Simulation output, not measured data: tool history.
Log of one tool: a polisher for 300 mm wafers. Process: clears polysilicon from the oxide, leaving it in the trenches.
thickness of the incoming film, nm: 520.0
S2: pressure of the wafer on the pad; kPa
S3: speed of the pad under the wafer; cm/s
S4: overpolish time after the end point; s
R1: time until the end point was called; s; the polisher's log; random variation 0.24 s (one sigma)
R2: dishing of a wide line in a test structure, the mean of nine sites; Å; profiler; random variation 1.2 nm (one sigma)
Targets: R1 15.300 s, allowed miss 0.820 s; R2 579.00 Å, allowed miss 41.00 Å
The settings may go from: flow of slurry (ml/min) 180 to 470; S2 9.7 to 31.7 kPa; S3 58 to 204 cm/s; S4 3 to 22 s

Run 1, day 0.000: flow of slurry (ml/min) 300, S2 20.7 kPa, S3 130 cm/s, S4 11 s. Result: R1 26.416 s, R2 560.57 Å.
Run 2, day 0.271: flow of slurry (ml/min) 300, S2 20.7 kPa, S3 130 cm/s, S4 7 s. Result: R1 25.819 s, R2 536.87 Å.
Run 3, day 0.333: flow of slurry (ml/min) 300, S2 24.1 kPa, S3 132 cm/s, S4 8 s. Result: R1 22.712 s, R2 553.30 Å.
Run 4, day 0.392: flow of slurry (ml/min) 300, S2 24.1 kPa, S3 132 cm/s, S4 11 s. Result: R1 22.308 s, R2 586.90 Å.
Run 5, day 0.550: flow of slurry (ml/min) 300, S2 24.1 kPa, S3 104 cm/s, S4 11 s. Result: R1 26.866 s, R2 557.05 Å.
Run 6, day 0.754: flow of slurry (ml/min) 355, S2 24.1 kPa, S3 104 cm/s, S4 11 s. Result: R1 26.315 s, R2 577.66 Å.
Run 7, day 1.008: flow of slurry (ml/min) 345, S2 26.9 kPa, S3 116 cm/s, S4 9 s. Result: R1 21.495 s, R2 552.78 Å.
Run 8, day 1.050: flow of slurry (ml/min) 350, S2 28.3 kPa, S3 122 cm/s, S4 10 s. Result: R1 19.907 s, R2 589.78 Å.
Run 9, day 1.354: flow of slurry (ml/min) 350, S2 29.6 kPa, S3 128 cm/s, S4 9 s. Result: R1 18.515 s, R2 595.44 Å.
Run 10, day 1.592: flow of slurry (ml/min) 350, S2 30.3 kPa, S3 134 cm/s, S4 7 s. Result: R1 17.615 s, R2 552.12 Å.

5 next moves are on the table. One of them brings every result within its allowed miss. Which?
Run A, day 1.829: flow of slurry (ml/min) 245, S2 31.0 kPa, S3 158 cm/s, S4 8 s. Result: R1 ?, R2 ?.
Run B, day 1.829: flow of slurry (ml/min) 335, S2 29.6 kPa, S3 122 cm/s, S4 6 s. Result: R1 ?, R2 ?.
Run C, day 1.829: flow of slurry (ml/min) 225, S2 24.1 kPa, S3 140 cm/s, S4 9 s. Result: R1 ?, R2 ?.
Run D, day 1.829: flow of slurry (ml/min) 320, S2 26.9 kPa, S3 204 cm/s, S4 4 s. Result: R1 ?, R2 ?.
Run E, day 1.829: flow of slurry (ml/min) 335, S2 26.9 kPa, S3 118 cm/s, S4 8 s. Result: R1 ?, R2 ?.

move      R1      R2
   A  15.383  581.66
   B  19.485  552.99
   C  21.849  573.64
   D  14.004  545.30
   E  22.011  566.43
A: meets every target
B: further off than the last run
C: further off than the last run
D: takes the result that was furthest off past its target
E: further off than the last run
Move A is the one to make.
